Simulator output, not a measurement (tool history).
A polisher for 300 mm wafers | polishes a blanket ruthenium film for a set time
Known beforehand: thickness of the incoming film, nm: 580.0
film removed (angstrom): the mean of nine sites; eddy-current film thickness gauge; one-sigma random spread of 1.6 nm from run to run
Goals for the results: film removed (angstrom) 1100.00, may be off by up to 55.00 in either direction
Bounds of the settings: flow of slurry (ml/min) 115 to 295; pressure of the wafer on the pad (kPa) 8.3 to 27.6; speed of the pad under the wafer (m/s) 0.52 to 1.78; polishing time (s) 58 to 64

run	hour	flow of slurry (ml/min)	pressure of the wafer on the pad (kPa)	speed of the pad under the wafer (m/s)	polishing time (s)	film removed (angstrom)
1	0.0	190	17.9	1.14	64	783.44
2	4.8	190	17.9	1.14	58	697.85
3	7.6	190	17.9	1.14	58	732.59
4	14.7	190	17.9	0.98	58	646.57
5	23.5	190	19.3	0.98	58	686.62
6	27.4	190	20.0	0.98	58	705.42
7	33.6	190	20.7	1.00	58	741.09
8	39.6	190	20.7	1.00	58	737.51
9	47.0	190	25.5	1.04	58	920.93
10	55.4	190	25.5	1.04	58	923.04
11	64.3	190	25.5	1.06	58	936.11

4 candidate next runs follow, results not yet known. Just one meets every target within its allowed miss. Identify it.
A	73.2	190	27.6	0.70	58	?
B	73.2	130	23.4	1.08	58	?
C	73.2	155	27.6	1.04	64	?
D	73.2	190	22.1	0.84	58	?

move	film removed (angstrom)
A	791.32
B	839.05
C	1090.50
D	711.33
A: its largest miss is bigger than the last run's
B: its largest miss is bigger than the last run's
C: all results land within tolerance of their targets
D: its largest miss is bigger than the last run's
C is the move that brings every result within its allowed miss.
